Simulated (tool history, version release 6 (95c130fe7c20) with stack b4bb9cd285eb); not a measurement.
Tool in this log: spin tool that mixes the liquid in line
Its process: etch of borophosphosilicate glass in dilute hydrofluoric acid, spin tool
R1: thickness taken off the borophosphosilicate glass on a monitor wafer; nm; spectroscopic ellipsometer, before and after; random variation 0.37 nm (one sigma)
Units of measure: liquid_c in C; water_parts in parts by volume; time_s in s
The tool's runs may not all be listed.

{"run": 1, "day": 0.0, "liquid_c": 21, "water_parts": 295, "time_s": 255, "R1": 19.266}
{"run": 2, "day": 0.2, "liquid_c": 21, "water_parts": 295, "time_s": 255, "R1": 19.164}
{"run": 3, "day": 0.404, "liquid_c": 23.5, "water_parts": 295, "time_s": 255, "R1": 20.809}
{"run": 4, "day": 0.775, "liquid_c": 27, "water_parts": 295, "time_s": 255, "R1": 23.262}
{"run": 5, "day": 1.108, "liquid_c": 27.5, "water_parts": 275, "time_s": 255, "R1": 26.024}
{"run": 6, "day": 1.346, "liquid_c": 29, "water_parts": 275, "time_s": 255, "R1": 27.567}

Run 7 has not been measured yet. What should we expect?
{"run": 7, "day": 1.692, "liquid_c": 29, "water_parts": 260, "time_s": 255, "R1": "?"}

{"run 7": {"R1": 29.198}}
